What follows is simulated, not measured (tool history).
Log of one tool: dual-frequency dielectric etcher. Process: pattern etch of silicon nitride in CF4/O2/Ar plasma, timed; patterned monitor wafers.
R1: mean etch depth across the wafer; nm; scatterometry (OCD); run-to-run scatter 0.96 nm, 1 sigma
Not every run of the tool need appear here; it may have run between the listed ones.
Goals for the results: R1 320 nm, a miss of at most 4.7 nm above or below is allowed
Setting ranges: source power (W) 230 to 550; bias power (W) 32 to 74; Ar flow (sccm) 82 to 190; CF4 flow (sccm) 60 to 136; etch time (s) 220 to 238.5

run 1 hour=0 | source_power_(W)=390 bias_power_(W)=53 Ar_flow_(sccm)=136 CF4_flow_(sccm)=98 etch_time_(s)=238.5 | R1=367.04
run 2 hour=1.7 | source_power_(W)=380 bias_power_(W)=53 Ar_flow_(sccm)=136 CF4_flow_(sccm)=98 etch_time_(s)=238.5 | R1=362
run 3 hour=2.8 | source_power_(W)=350 bias_power_(W)=53 Ar_flow_(sccm)=136 CF4_flow_(sccm)=98 etch_time_(s)=238.5 | R1=341.18
run 4 hour=11.1 | source_power_(W)=350 bias_power_(W)=53 Ar_flow_(sccm)=136 CF4_flow_(sccm)=98 etch_time_(s)=238.5 | R1=340.05
run 5 hour=16.9 | source_power_(W)=350 bias_power_(W)=49 Ar_flow_(sccm)=136 CF4_flow_(sccm)=98 etch_time_(s)=238.5 | R1=336.04
run 6 hour=24.9 | source_power_(W)=350 bias_power_(W)=49 Ar_flow_(sccm)=136 CF4_flow_(sccm)=98 etch_time_(s)=238.5 | R1=334.52
run 7 hour=30.2 | source_power_(W)=340 bias_power_(W)=49 Ar_flow_(sccm)=136 CF4_flow_(sccm)=98 etch_time_(s)=238.5 | R1=329.16
run 8 hour=35.3 | source_power_(W)=340 bias_power_(W)=49 Ar_flow_(sccm)=136 CF4_flow_(sccm)=98 etch_time_(s)=238.5 | R1=328.17

Below are 5 possible settings for the next run. Only one of them brings all results inside the allowed miss of their targets. Which is it?
run A hour=40.4 | source_power_(W)=360 bias_power_(W)=50 Ar_flow_(sccm)=148 CF4_flow_(sccm)=96 etch_time_(s)=226 | R1=?
run B hour=40.4 | source_power_(W)=350 bias_power_(W)=52 Ar_flow_(sccm)=151 CF4_flow_(sccm)=99 etch_time_(s)=238.5 | R1=?
run C hour=40.4 | source_power_(W)=350 bias_power_(W)=48 Ar_flow_(sccm)=136 CF4_flow_(sccm)=111 etch_time_(s)=233.5 | R1=?
run D hour=40.4 | source_power_(W)=390 bias_power_(W)=40 Ar_flow_(sccm)=137 CF4_flow_(sccm)=93 etch_time_(s)=228.5 | R1=?
run E hour=40.4 | source_power_(W)=340 bias_power_(W)=56 Ar_flow_(sccm)=137 CF4_flow_(sccm)=117 etch_time_(s)=227.5 | R1=?

move=A R1=318.03
move=B R1=331.57
move=C R1=329.07
move=D R1=329.8
move=E R1=325.58
A: every result within its allowed miss
B: lands further from the targets than the last run did
C: lands further from the targets than the last run did
D: lands further from the targets than the last run did
E: gains on the last run, yet a result remains outside its allowed miss
The right move is A.
